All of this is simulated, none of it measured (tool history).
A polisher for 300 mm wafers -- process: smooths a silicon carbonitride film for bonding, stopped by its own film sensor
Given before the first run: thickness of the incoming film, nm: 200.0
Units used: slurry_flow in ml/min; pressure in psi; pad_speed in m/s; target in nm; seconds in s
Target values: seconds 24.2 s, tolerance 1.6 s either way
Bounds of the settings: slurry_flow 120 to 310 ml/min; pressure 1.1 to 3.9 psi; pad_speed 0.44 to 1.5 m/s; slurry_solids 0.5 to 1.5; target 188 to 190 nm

run 1 hour=0 | slurry_flow=200 pressure=2.5 pad_speed=0.96 slurry_solids=1 target=188 | seconds=43.543
run 2 hour=8 | slurry_flow=200 pressure=2.5 pad_speed=0.96 slurry_solids=1.2 target=188 | seconds=39.687
run 3 hour=9.5 | slurry_flow=200 pressure=2.5 pad_speed=0.78 slurry_solids=1.2 target=188 | seconds=47.324
run 4 hour=10.8 | slurry_flow=200 pressure=2.7 pad_speed=0.8 slurry_solids=1.2 target=188 | seconds=42.408
run 5 hour=13.4 | slurry_flow=200 pressure=2.9 pad_speed=0.82 slurry_solids=1.2 target=188 | seconds=39.991
run 6 hour=16.3 | slurry_flow=230 pressure=2.9 pad_speed=0.82 slurry_solids=1.2 target=188 | seconds=38.656
run 7 hour=17.5 | slurry_flow=230 pressure=3 pad_speed=0.84 slurry_solids=1.2 target=188 | seconds=37.635
run 8 hour=23.8 | slurry_flow=230 pressure=3.1 pad_speed=0.88 slurry_solids=1.2 target=188 | seconds=35.057
run 9 hour=28.2 | slurry_flow=230 pressure=3.2 pad_speed=0.9 slurry_solids=1.2 target=188 | seconds=34.222

Consider the 5 candidate settings below. Which is the only one whose results all fall within their allowed miss of target?
run A hour=32.6 | slurry_flow=225 pressure=3.8 pad_speed=0.96 slurry_solids=1.4 target=190 | seconds=?
run B hour=32.6 | slurry_flow=230 pressure=3.8 pad_speed=1.06 slurry_solids=1.25 target=190 | seconds=?
run C hour=32.6 | slurry_flow=205 pressure=2.6 pad_speed=0.72 slurry_solids=1.15 target=188 | seconds=?
run D hour=32.6 | slurry_flow=210 pressure=3.2 pad_speed=1.04 slurry_solids=1.2 target=190 | seconds=?
run E hour=32.6 | slurry_flow=190 pressure=3.3 pad_speed=1.36 slurry_solids=1.1 target=190 | seconds=?

move=A seconds=20.61
move=B seconds=19.626
move=C seconds=48.293
move=D seconds=24.143
move=E seconds=19.689
A: pushes the last run's worst result past its target
B: pushes the last run's worst result past its target
C: misses by more than the last run did
D: in spec on every target
E: pushes the last run's worst result past its target
Go with D: it meets all targets.
